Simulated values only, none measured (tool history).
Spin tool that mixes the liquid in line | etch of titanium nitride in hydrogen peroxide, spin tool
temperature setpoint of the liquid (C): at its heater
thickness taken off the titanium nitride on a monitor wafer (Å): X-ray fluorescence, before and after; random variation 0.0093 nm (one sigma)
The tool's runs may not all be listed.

run	hour	temperature setpoint of the liquid (C)	concentration of hydrogen peroxide in the mixed liquid (% by weight)	time under the liquid (s)	thickness taken off the titanium nitride on a monitor wafer (Å)
1	0.0	47.0	20.5	40	27.188
2	4.2	47.0	20.5	20	13.578
3	11.3	52.0	20.5	20	19.771
4	20.4	47.0	20.0	20	13.597
5	23.9	47.0	23.5	20	14.043
6	27.0	52.5	23.5	20	21.223

Forecast run 7:
7	35.5	49.5	23.5	20	?

Run 7 gave thickness taken off the titanium nitride on a monitor wafer (Å) 16.693.

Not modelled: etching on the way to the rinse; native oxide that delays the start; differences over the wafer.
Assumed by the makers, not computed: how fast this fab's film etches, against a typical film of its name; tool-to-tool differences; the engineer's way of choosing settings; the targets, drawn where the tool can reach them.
